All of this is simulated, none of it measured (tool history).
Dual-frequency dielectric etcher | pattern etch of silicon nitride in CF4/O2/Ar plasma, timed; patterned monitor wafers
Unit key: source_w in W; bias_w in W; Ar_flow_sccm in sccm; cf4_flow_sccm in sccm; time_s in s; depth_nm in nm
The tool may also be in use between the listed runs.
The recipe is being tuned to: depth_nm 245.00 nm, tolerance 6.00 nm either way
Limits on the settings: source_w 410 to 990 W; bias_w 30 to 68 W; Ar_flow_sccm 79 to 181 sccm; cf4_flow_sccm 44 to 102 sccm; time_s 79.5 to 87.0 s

run,hour,source_w,bias_w,Ar_flow_sccm,cf4_flow_sccm,time_s,depth_nm
1,0.0,700,49,130,73,87.0,197.66
2,4.4,760,49,130,73,87.0,213.13
3,9.9,800,49,130,73,87.0,225.59
4,10.8,820,49,130,73,87.0,228.75
5,16.0,820,49,130,73,79.5,210.87
6,23.2,820,49,130,73,79.5,210.16
7,28.5,860,49,130,73,79.5,221.34
8,35.8,890,49,130,73,79.5,228.43

4 next moves are on the table. One of them brings every result within its allowed miss. Which?
A,43.1,800,55,135,74,85.0,?
B,43.1,870,50,141,63,79.5,?
C,43.1,890,50,136,70,80.0,?
D,43.1,890,54,148,82,82.5,?

move,depth_nm
A,228.46
B,216.27
C,227.90
D,244.52
A: about the same distance from the targets as the last run
B: the biggest miss grows against the last run
C: about the same distance from the targets as the last run
D: all results land within tolerance of their targets
Answer: D
